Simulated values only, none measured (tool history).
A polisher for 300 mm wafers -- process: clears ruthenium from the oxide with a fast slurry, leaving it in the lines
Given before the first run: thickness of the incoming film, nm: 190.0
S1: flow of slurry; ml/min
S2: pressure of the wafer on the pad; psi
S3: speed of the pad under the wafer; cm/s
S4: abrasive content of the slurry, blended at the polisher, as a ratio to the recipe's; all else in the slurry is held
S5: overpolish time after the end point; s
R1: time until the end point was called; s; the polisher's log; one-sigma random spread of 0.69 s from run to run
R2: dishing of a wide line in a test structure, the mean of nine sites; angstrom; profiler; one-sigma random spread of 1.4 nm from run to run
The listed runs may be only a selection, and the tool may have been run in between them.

Run 1, day 0: S1 160 ml/min, S2 3.1 psi, S3 82 cm/s, S4 1, S5 28 s. Result: R1 47.076 s, R2 826.97 angstrom.
Run 2, day 0.333: S1 160 ml/min, S2 2.7 psi, S3 82 cm/s, S4 1, S5 28 s. Result: R1 52.359 s, R2 735.59 angstrom.
Run 3, day 0.4: S1 160 ml/min, S2 3.1 psi, S3 84 cm/s, S4 1, S5 23 s. Result: R1 45.586 s, R2 708.67 angstrom.
Run 4, day 0.642: S1 185 ml/min, S2 3.1 psi, S3 84 cm/s, S4 1, S5 23 s. Result: R1 45.321 s, R2 734.67 angstrom.
Run 5, day 0.717: S1 185 ml/min, S2 3.3 psi, S3 86 cm/s, S4 1, S5 20 s. Result: R1 41.852 s, R2 670.7 angstrom.
Run 6, day 1.017: S1 185 ml/min, S2 3.3 psi, S3 86 cm/s, S4 1, S5 25 s. Result: R1 42.431 s, R2 813.38 angstrom.
Run 7, day 1.042: S1 185 ml/min, S2 3.5 psi, S3 88 cm/s, S4 1, S5 22 s. Result: R1 37.616 s, R2 773.39 angstrom.
Run 8, day 1.367: S1 185 ml/min, S2 3.6 psi, S3 88 cm/s, S4 1, S5 20 s. Result: R1 37.546 s, R2 731.73 angstrom.
Run 9, day 1.467: S1 185 ml/min, S2 3.7 psi, S3 88 cm/s, S4 1, S5 19 s. Result: R1 36.303 s, R2 749.23 angstrom.

Estimate the outcome of run 10 from the log above:
Run 10, day 1.629: S1 185 ml/min, S2 3.7 psi, S3 88 cm/s, S4 1, S5 18 s. Result: R1 ?, R2 ?.

{"run 10": {"R1": 36.288, "R2": 723.23}}

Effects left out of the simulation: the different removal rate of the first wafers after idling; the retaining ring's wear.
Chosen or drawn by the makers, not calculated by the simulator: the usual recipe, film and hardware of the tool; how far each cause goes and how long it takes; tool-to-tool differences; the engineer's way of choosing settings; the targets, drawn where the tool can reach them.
